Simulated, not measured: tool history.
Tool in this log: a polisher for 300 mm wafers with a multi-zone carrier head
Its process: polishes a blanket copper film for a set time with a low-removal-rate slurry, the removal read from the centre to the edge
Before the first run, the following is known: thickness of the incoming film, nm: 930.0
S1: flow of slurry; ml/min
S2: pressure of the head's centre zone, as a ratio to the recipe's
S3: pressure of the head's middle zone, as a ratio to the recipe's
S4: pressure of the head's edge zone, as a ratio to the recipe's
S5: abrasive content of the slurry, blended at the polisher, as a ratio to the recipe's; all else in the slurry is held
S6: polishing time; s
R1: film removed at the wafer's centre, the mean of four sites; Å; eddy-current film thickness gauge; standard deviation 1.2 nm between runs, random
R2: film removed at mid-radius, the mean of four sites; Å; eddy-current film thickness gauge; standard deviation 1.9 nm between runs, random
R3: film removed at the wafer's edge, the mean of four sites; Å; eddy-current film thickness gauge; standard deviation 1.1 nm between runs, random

{"run": 1, "day": 0.0, "S1": 230, "S2": 1.0, "S3": 1.0, "S4": 1.0, "S5": 1.0, "S6": 46, "R1": 1000.2, "R2": 1002.5, "R3": 1011.3}
{"run": 2, "day": 0.308, "S1": 235, "S2": 0.99, "S3": 1.03, "S4": 1.03, "S5": 1.1, "S6": 47, "R1": 1031.7, "R2": 1055.2, "R3": 1057.2}
{"run": 3, "day": 0.608, "S1": 235, "S2": 0.97, "S3": 1.05, "S4": 1.05, "S5": 1.2, "S6": 48, "R1": 1045.8, "R2": 1150.1, "R3": 1117.8}
{"run": 4, "day": 0.667, "S1": 240, "S2": 0.97, "S3": 1.06, "S4": 1.07, "S5": 1.25, "S6": 48, "R1": 1065.0, "R2": 1118.2, "R3": 1165.3}
{"run": 5, "day": 0.75, "S1": 245, "S2": 0.96, "S3": 1.08, "S4": 1.07, "S5": 1.3, "S6": 48, "R1": 1093.5, "R2": 1157.2, "R3": 1161.1}
{"run": 6, "day": 0.979, "S1": 245, "S2": 0.96, "S3": 1.08, "S4": 1.07, "S5": 1.5, "S6": 48, "R1": 1103.8, "R2": 1228.5, "R3": 1195.7}
{"run": 7, "day": 1.308, "S1": 250, "S2": 0.95, "S3": 1.1, "S4": 1.08, "S5": 1.5, "S6": 48, "R1": 1083.4, "R2": 1223.2, "R3": 1191.6}

What will run 8 give?
{"run": 8, "day": 1.617, "S1": 250, "S2": 0.94, "S3": 1.11, "S4": 1.09, "S5": 1.5, "S6": 49, "R1": "?", "R2": "?", "R3": "?"}

{"run 8": {"R1": 1098.0, "R2": 1271.0, "R3": 1234.0}}

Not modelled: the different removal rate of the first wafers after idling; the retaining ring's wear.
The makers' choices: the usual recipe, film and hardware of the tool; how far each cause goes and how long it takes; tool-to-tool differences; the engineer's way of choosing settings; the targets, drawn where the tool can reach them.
